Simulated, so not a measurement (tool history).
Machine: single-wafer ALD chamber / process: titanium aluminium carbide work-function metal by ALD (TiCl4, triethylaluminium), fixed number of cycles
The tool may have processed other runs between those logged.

| run | day | heater temperature setpoint (deg C) | triethylaluminium pulse time (s) | mean film thickness on the monitor wafer (angstrom) |
|---|---|---|---|---|
| 1 | 0 | 305 | 14.33 | 22.298 |
| 2 | 0.354 | 299 | 13.78 | 21.473 |
| 3 | 0.504 | 303 | 13.78 | 21.981 |
| 4 | 0.838 | 307 | 13.78 | 22.688 |
| 5 | 1.112 | 307 | 9.85 | 22.313 |
| 6 | 1.179 | 307 | 11.85 | 22.262 |
| 7 | 1.267 | 302 | 11.33 | 21.848 |

Run 8 has not been measured yet. What should we expect?
| 8 | 1.425 | 298 | 11.14 | ? |

mean film thickness on the monitor wafer (angstrom): 21.42
